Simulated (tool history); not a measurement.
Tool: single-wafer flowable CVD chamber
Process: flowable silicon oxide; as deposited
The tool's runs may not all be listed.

run  hour  heater temperature setpoint (°C)  chamber pressure (Torr)  RF power (kW)  deposition time (s)  mean film thickness on the monitor wafer (nm)
  1   0.0                               100                    0.961          1.750                  772                                         602.97
  2   7.3                                97                    0.961          1.750                  772                                         661.66
  3   9.4                                97                    0.792          1.750                  772                                         550.40
  4  17.0                                97                    0.792          1.750                  772                                         549.85
     24.3  -- RF generator calibrated
  5  24.3                                91                    0.792          1.750                  772                                         667.30
  6  30.8                                89                    0.792          1.750                  772                                         712.65

The next listed run, before its measurement:
  7  39.8                                88                    0.792          1.750                  772                                              ?

{"run 7": {"mean film thickness on the monitor wafer (nm)": 730.07}}
